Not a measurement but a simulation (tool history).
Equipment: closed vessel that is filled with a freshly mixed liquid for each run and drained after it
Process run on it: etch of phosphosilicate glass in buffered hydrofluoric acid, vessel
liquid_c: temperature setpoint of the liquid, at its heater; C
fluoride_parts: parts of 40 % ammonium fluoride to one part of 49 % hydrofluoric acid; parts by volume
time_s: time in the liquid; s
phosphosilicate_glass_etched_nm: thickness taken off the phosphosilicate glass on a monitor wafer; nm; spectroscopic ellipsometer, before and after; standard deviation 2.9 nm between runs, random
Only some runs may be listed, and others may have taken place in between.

run	hour	liquid_c	fluoride_parts	time_s	phosphosilicate_glass_etched_nm
1	0	21	15	95	255.19
2	1.3	22.5	15	95	276.65
3	7.6	22.5	15	100	294.72
4	12.1	23.5	15	100	308.8
5	20.9	23.5	15	95	296.53
6	24.6	23.5	12.5	95	352.6

The next listed run, before its measurement:
7	27.3	24	12.5	95	?

{"run 7": {"phosphosilicate_glass_etched_nm": 362.84}}
